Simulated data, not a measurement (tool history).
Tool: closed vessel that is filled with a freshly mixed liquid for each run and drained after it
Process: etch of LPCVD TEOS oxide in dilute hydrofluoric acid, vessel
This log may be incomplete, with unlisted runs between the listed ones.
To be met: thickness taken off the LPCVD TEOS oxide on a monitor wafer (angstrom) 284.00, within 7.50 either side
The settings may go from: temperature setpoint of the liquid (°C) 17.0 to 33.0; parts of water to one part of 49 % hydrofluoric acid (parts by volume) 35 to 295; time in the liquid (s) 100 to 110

run  hour  temperature setpoint of the liquid (°C)  parts of water to one part of 49 % hydrofluoric acid (parts by volume)  time in the liquid (s)  thickness taken off the LPCVD TEOS oxide on a monitor wafer (angstrom)
  1   0.0                                     25.0                                                                     165                     100                                                                  217.73
  2   3.7                                     22.0                                                                     165                     100                                                                  194.89
  3   6.1                                     25.0                                                                     165                     100                                                                  218.83
  4  12.0                                     25.0                                                                     200                     100                                                                  172.62
  5  15.6                                     27.0                                                                     190                     100                                                                  195.36
  6  19.3                                     28.5                                                                     180                     100                                                                  220.40
  7  24.5                                     29.5                                                                     175                     100                                                                  236.62
  8  32.4                                     30.5                                                                     170                     100                                                                  257.33
  9  38.9                                     31.0                                                                     170                     100                                                                  261.07

Which one of the following 4 next-run settings gets every result inside its allowed miss? There is exactly one.
  A  45.4                                     29.5                                                                     170                     100                                                                       ?
  B  45.4                                     31.0                                                                     150                     100                                                                       ?
  C  45.4                                     26.0                                                                     140                     110                                                                       ?
  D  45.4                                     31.0                                                                     165                     105                                                                       ?

move  thickness taken off the LPCVD TEOS oxide on a monitor wafer (angstrom)
   A                                                                  245.48
   B                                                                  301.19
   C                                                                  300.27
   D                                                                  281.65
A: moves away from the targets compared with the last run
B: takes the result that was furthest off past its target
C: takes the result that was furthest off past its target
D: all results in spec
Go with D: it meets all targets.

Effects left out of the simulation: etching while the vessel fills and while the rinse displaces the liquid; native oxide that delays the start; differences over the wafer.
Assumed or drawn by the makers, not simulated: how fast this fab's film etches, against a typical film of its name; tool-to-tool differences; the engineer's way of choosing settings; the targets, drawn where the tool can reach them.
